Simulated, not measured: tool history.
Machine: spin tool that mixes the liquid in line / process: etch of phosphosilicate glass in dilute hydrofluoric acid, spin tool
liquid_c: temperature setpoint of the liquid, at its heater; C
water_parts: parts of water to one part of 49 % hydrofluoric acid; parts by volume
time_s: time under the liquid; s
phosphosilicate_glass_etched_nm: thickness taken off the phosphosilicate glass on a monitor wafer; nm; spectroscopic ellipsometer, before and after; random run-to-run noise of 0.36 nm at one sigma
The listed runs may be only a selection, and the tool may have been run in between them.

run  hour  liquid_c  water_parts  time_s  phosphosilicate_glass_etched_nm
  1   0.0      22.0          175      35                          12.4580
  2   7.6      22.0          175      35                          12.3000
  3   9.7      22.0          175      30                          10.6050
  4  15.2      25.5          175      30                          12.2990
  5  22.0      25.5          175      30                          12.3020
  6  28.8      25.5          230      30                           8.5676
  7  32.1      26.5          180      30                          11.9470
  8  40.6      27.5          140      30                          17.0320

What will run 9 give?
  9  42.7      28.0          115      30                                ?

phosphosilicate_glass_etched_nm: 21.6700 nm

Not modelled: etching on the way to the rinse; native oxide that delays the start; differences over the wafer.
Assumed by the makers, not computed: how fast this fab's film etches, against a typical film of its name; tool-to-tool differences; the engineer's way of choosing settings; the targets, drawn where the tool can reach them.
